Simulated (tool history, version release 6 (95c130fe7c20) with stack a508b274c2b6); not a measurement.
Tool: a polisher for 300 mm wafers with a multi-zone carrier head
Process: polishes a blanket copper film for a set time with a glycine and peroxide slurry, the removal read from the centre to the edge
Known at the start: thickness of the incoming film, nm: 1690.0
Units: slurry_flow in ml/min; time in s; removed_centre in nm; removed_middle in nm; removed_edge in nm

run 1 hour=0.0 | slurry_flow=150 centre_zone=1.00 middle_zone=1.00 edge_zone=1.00 time=54 | removed_centre=332.79 removed_middle=341.22 removed_edge=337.58
run 2 hour=5.2 | slurry_flow=150 centre_zone=1.00 middle_zone=1.00 edge_zone=0.93 time=54 | removed_centre=332.43 removed_middle=339.59 removed_edge=322.40
run 3 hour=8.9 | slurry_flow=150 centre_zone=1.00 middle_zone=1.00 edge_zone=0.93 time=66 | removed_centre=403.24 removed_middle=424.90 removed_edge=393.67
run 4 hour=17.1 | slurry_flow=170 centre_zone=1.00 middle_zone=1.00 edge_zone=0.93 time=66 | removed_centre=412.06 removed_middle=429.92 removed_edge=399.25
run 5 hour=26.1 | slurry_flow=170 centre_zone=1.00 middle_zone=1.00 edge_zone=0.99 time=66 | removed_centre=410.24 removed_middle=426.01 removed_edge=413.16
run 6 hour=28.3 | slurry_flow=170 centre_zone=1.00 middle_zone=1.07 edge_zone=0.99 time=66 | removed_centre=410.05 removed_middle=445.97 removed_edge=412.83
run 7 hour=35.3 | slurry_flow=165 centre_zone=1.00 middle_zone=1.02 edge_zone=1.00 time=62 | removed_centre=390.88 removed_middle=404.87 removed_edge=387.60
run 8 hour=43.7 | slurry_flow=160 centre_zone=0.99 middle_zone=0.97 edge_zone=1.01 time=59 | removed_centre=358.73 removed_middle=361.70 removed_edge=368.50
run 9 hour=50.7 | slurry_flow=160 centre_zone=0.99 middle_zone=0.97 edge_zone=1.01 time=59 | removed_centre=358.21 removed_middle=370.20 removed_edge=369.65
run 10 hour=59.1 | slurry_flow=155 centre_zone=1.00 middle_zone=0.93 edge_zone=1.02 time=57 | removed_centre=358.44 removed_middle=339.08 removed_edge=360.65
run 11 hour=59.8 | slurry_flow=115 centre_zone=0.91 middle_zone=0.83 edge_zone=0.92 time=53 | removed_centre=288.47 removed_middle=269.88 removed_edge=304.84
run 12 hour=67.7 | slurry_flow=120 centre_zone=0.92 middle_zone=0.83 edge_zone=0.93 time=53 | removed_centre=288.43 removed_middle=272.22 removed_edge=311.67

The next listed run, before its measurement:
run 13 hour=74.4 | slurry_flow=120 centre_zone=0.93 middle_zone=0.83 edge_zone=0.93 time=53 | removed_centre=? removed_middle=? removed_edge=?

removed_centre: 294.57 nm
removed_middle: 269.30 nm
removed_edge: 304.42 nm

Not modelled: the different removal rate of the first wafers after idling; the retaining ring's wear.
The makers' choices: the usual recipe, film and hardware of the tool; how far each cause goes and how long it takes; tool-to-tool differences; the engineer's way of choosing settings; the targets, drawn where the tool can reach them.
